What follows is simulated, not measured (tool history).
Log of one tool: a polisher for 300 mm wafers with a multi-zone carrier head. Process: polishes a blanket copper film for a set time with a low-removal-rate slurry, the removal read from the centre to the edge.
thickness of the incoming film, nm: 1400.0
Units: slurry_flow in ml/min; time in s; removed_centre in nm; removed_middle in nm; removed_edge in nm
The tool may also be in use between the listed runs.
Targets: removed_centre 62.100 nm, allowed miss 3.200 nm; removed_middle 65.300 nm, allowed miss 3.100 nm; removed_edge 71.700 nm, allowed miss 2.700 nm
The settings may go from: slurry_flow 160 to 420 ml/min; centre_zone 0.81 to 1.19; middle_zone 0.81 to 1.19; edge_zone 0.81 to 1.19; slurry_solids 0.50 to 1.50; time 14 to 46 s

run  hour  slurry_flow  centre_zone  middle_zone  edge_zone  slurry_solids  time  removed_centre  removed_middle  removed_edge
  1   0.0          270         1.00         1.00       1.00           1.00    30          63.223          58.194        58.542
  2   4.7          270         0.97         1.00       1.04           1.10    30          62.091          59.325        61.865
  3  10.8          270         0.97         1.00       1.10           1.10    30          62.326          60.895        62.679
  4  19.0          270         0.95         0.99       1.12           1.15    30          61.541          61.775        64.980
  5  21.5          270         0.95         1.05       1.12           1.15    30          62.240          64.217        63.532
  6  23.2          270         0.94         1.03       1.13           1.20    30          61.294          63.910        66.424
  7  25.5          270         0.94         1.02       1.14           1.25    30          63.459          62.301        66.824
  8  30.0          270         0.93         1.02       1.15           1.25    30          62.398          63.917        67.450
     37.1  -- centre zone pressure recalibrated
  9  37.1          270         0.92         1.02       1.16           1.25    30          58.313          65.386        67.259

Which of these 5 next moves meets every target?
  A  44.2          240         0.93         1.02       1.18           1.35    31               ?               ?             ?
  B  44.2          295         0.98         1.06       1.18           1.05    31               ?               ?             ?
  C  44.2          270         0.81         1.06       1.18           1.45    29               ?               ?             ?
  D  44.2          300         1.08         1.05       1.08           1.00    32               ?               ?             ?
  E  44.2          255         0.95         1.10       1.14           1.20    28               ?               ?             ?

move  removed_centre  removed_middle  removed_edge
   A          61.532          66.010        71.143
   B          61.373          64.369        66.829
   C          51.754          65.892        68.474
   D          68.910          64.977        65.425
   E          55.199          61.734        61.292
A: meets every target
B: further off than the last run
C: further off than the last run
D: further off than the last run
E: further off than the last run
Answer: A
